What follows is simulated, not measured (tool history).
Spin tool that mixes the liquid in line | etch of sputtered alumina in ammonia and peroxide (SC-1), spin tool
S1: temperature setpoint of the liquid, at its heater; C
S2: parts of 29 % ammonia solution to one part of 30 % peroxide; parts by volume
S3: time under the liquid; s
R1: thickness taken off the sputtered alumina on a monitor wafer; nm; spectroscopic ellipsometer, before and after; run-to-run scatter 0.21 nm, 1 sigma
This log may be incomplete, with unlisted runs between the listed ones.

run,hour,S1,S2,S3,R1
1,0,61,1,290,36.306
2,1,61,1,290,36.219
3,4.7,61,1.2,290,37.636
4,13.7,58,1.2,290,32.304
5,16.8,58,1.2,310,33.991
6,18.1,56,1.2,310,30.815
# hour 26.5: thermometer replaced
7,26.5,54.5,1.2,310,25.328

The next listed run, before its measurement:
8,28.7,54,1.2,310,?

{"run 8": {"R1": 24.72}}
